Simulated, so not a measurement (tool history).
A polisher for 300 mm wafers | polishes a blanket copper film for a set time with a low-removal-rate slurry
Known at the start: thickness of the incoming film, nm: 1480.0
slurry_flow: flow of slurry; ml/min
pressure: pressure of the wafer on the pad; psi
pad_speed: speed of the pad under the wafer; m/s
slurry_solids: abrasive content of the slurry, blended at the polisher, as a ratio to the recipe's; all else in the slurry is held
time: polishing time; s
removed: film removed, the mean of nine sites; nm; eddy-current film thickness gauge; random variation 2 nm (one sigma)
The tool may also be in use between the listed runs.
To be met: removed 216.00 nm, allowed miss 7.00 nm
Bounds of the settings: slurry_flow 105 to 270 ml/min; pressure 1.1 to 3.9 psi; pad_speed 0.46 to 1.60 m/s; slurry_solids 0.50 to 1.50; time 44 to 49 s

Run 1, day 0.000: slurry_flow 175 ml/min, pressure 2.5 psi, pad_speed 1.02 m/s, slurry_solids 1.00, time 49 s. Result: removed 142.01 nm.
Run 2, day 0.138: slurry_flow 180 ml/min, pressure 2.7 psi, pad_speed 1.02 m/s, slurry_solids 1.00, time 49 s. Result: removed 155.65 nm.
Run 3, day 0.488: slurry_flow 185 ml/min, pressure 2.8 psi, pad_speed 1.02 m/s, slurry_solids 1.00, time 49 s. Result: removed 160.55 nm.
Run 4, day 0.662: slurry_flow 185 ml/min, pressure 2.9 psi, pad_speed 1.02 m/s, slurry_solids 1.00, time 49 s. Result: removed 165.07 nm.
Run 5, day 0.775: slurry_flow 185 ml/min, pressure 2.9 psi, pad_speed 1.02 m/s, slurry_solids 1.00, time 49 s. Result: removed 163.78 nm.
Run 6, day 1.033: slurry_flow 185 ml/min, pressure 3.0 psi, pad_speed 1.02 m/s, slurry_solids 1.00, time 49 s. Result: removed 169.99 nm.
Run 7, day 1.088: slurry_flow 185 ml/min, pressure 3.1 psi, pad_speed 1.02 m/s, slurry_solids 1.00, time 49 s. Result: removed 172.91 nm.
Run 8, day 1.450: slurry_flow 190 ml/min, pressure 3.2 psi, pad_speed 1.02 m/s, slurry_solids 1.00, time 49 s. Result: removed 182.16 nm.
Run 9, day 1.592: slurry_flow 195 ml/min, pressure 3.3 psi, pad_speed 1.02 m/s, slurry_solids 1.00, time 49 s. Result: removed 188.47 nm.
Run 10, day 1.929: slurry_flow 195 ml/min, pressure 3.4 psi, pad_speed 1.02 m/s, slurry_solids 1.00, time 49 s. Result: removed 192.49 nm.
Run 11, day 2.267: slurry_flow 195 ml/min, pressure 3.5 psi, pad_speed 1.02 m/s, slurry_solids 1.00, time 49 s. Result: removed 199.16 nm.
Run 12, day 2.421: slurry_flow 200 ml/min, pressure 3.6 psi, pad_speed 1.02 m/s, slurry_solids 1.00, time 49 s. Result: removed 206.19 nm.

Which of these 5 next moves meets every target?
Run A, day 2.575: slurry_flow 170 ml/min, pressure 3.7 psi, pad_speed 1.22 m/s, slurry_solids 0.95, time 44 s. Result: removed ?.
Run B, day 2.575: slurry_flow 185 ml/min, pressure 3.3 psi, pad_speed 1.08 m/s, slurry_solids 1.15, time 45 s. Result: removed ?.
Run C, day 2.575: slurry_flow 195 ml/min, pressure 3.7 psi, pad_speed 1.04 m/s, slurry_solids 0.90, time 44 s. Result: removed ?.
Run D, day 2.575: slurry_flow 200 ml/min, pressure 3.6 psi, pad_speed 1.00 m/s, slurry_solids 1.05, time 49 s. Result: removed ?.
Run E, day 2.575: slurry_flow 185 ml/min, pressure 3.8 psi, pad_speed 1.10 m/s, slurry_solids 1.05, time 49 s. Result: removed ?.

move  removed
   A   216.30
   B   184.74
   C   186.45
   D   201.40
   E   230.71
A: meets every target
B: further off than the last run
C: further off than the last run
D: further off than the last run
E: takes the result that was furthest off past its target
Answer: A

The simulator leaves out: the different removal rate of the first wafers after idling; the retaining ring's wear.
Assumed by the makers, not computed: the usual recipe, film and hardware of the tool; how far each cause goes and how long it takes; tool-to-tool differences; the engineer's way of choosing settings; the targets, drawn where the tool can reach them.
